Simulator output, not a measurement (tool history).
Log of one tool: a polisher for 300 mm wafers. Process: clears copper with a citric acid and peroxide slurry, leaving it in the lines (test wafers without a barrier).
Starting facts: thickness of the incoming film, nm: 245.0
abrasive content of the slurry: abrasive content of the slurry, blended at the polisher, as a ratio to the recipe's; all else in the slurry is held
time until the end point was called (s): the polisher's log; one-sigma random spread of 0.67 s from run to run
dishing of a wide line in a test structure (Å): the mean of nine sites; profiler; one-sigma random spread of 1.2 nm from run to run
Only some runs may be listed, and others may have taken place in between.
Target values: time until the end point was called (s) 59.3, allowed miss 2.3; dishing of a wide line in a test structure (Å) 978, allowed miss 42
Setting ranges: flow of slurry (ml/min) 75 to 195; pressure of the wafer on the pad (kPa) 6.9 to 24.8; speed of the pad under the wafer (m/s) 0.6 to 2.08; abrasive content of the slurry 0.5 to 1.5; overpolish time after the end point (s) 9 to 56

run,hour,flow of slurry (ml/min),pressure of the wafer on the pad (kPa),speed of the pad under the wafer (m/s),abrasive content of the slurry,overpolish time after the end point (s),time until the end point was called (s),dishing of a wide line in a test structure (Å)
1,0,125,15.9,1.34,1,29,88.365,472.99
2,4.6,125,17.2,1.34,1,31,82.032,535.07
3,9.6,125,13.8,1.34,1,31,103.82,432.5
4,11,125,13.8,1.34,1.1,31,100.67,440.16
5,16.2,125,13.8,1.62,1.1,31,82.862,508.07
6,19,125,14.5,1.62,1.1,33,77.403,563.81
7,26.4,125,15.2,1.62,1.1,35,75.13,614.23
8,27.2,125,15.9,1.62,1.1,37,72.768,654.66
9,30.8,130,16.5,1.62,1.1,39,69.668,719.04
10,33.7,130,17.2,1.62,1.1,40,65.888,741.11
11,36.2,130,17.9,1.62,1.1,41,63.975,786.13

4 next moves are on the table. One of them brings every result within its allowed miss. Which?
A,38.7,145,17.2,1.7,1.3,47,?,?
B,38.7,115,20,1.6,1.15,44,?,?
C,38.7,140,19.3,1.64,1.1,50,?,?
D,38.7,130,18.6,1.66,1.2,37,?,?

move,time until the end point was called (s),dishing of a wide line in a test structure (Å)
A,59.599,900.39
B,58.785,891.81
C,58.387,965.81
D,58.907,783.97
A: moves toward the targets from the last run without getting all of them in spec
B: moves toward the targets from the last run without getting all of them in spec
C: meets every target
D: about the same distance from the targets as the last run
Go with C: it meets all targets.

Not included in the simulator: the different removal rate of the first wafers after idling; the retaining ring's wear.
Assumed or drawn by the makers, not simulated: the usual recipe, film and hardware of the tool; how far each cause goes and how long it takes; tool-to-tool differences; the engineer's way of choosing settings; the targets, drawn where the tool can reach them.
